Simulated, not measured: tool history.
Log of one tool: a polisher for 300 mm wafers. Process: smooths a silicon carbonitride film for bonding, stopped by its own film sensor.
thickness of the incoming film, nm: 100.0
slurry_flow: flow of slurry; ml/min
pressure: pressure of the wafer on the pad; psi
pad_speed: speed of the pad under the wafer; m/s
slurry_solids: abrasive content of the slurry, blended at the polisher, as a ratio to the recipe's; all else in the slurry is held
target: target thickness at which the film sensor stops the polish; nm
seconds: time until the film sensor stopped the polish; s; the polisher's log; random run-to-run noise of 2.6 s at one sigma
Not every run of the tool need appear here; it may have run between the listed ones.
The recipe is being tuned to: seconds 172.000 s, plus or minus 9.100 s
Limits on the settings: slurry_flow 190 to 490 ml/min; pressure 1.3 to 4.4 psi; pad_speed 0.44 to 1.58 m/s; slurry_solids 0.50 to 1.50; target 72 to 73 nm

run  hour  slurry_flow  pressure  pad_speed  slurry_solids  target  seconds
  1   0.0          315       2.8       1.00           1.00      73   88.733
  2   4.9          315       2.8       1.26           1.00      73   74.333
  3  11.2          315       2.7       1.22           1.00      73   77.801
  4  13.5          250       2.7       1.22           1.00      73   78.189
  5  21.6          250       3.3       1.22           1.00      73   64.255
  6  28.4          250       3.1       1.18           1.00      73   70.775
  7  29.3          250       2.9       1.14           1.00      73   78.659
  8  33.9          250       2.7       1.10           1.00      73   85.421
  9  40.7          250       2.6       1.06           1.00      73   91.641
 10  42.8          250       2.5       1.04           1.00      73   93.245
 11  45.3          250       2.4       1.00           1.00      73  102.850
 12  49.4          250       2.3       0.98           1.00      73  106.650
 13  58.1          250       1.5       0.76           0.95      73  196.350

Of the 4 settings listed for the next run, only one would bring every result within its allowed miss of target. Which one?
  A  66.8          220       1.6       0.70           0.95      72        ?
  B  66.8          325       1.6       0.76           1.10      73        ?
  C  66.8          245       1.3       0.84           0.75      73        ?
  D  66.8          190       1.4       0.78           0.90      72        ?

move  seconds
   A  209.420
   B  170.710
   C  240.110
   D  226.530
A: lands further from the targets than the last run did
B: in spec on every target
C: lands further from the targets than the last run did
D: lands further from the targets than the last run did
The right move is B.
